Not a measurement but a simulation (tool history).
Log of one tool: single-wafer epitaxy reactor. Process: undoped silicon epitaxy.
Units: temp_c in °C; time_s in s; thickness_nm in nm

| run | day | temp_c | time_s | thickness_nm |
|---|---|---|---|---|
| 1 | 0.000 | 665 | 510 | 115.64 |
| 2 | 0.142 | 665 | 485 | 109.64 |
| 3 | 0.254 | 667 | 485 | 115.83 |
| 4 | 0.438 | 669 | 485 | 120.31 |
| 5 | 0.742 | 671 | 485 | 125.47 |
| 6 | 0.767 | 664 | 485 | 107.94 |
| 7 | 0.875 | 666 | 485 | 114.00 |
| 8 | 0.908 | 668 | 485 | 118.30 |
| 9 | 1.104 | 670 | 485 | 123.01 |
| 10 | 1.208 | 671 | 485 | 126.57 |

The next listed run, before its measurement:
| 11 | 1.471 | 672 | 485 | ? |

{"run 11": {"thickness_nm": 130.1}}
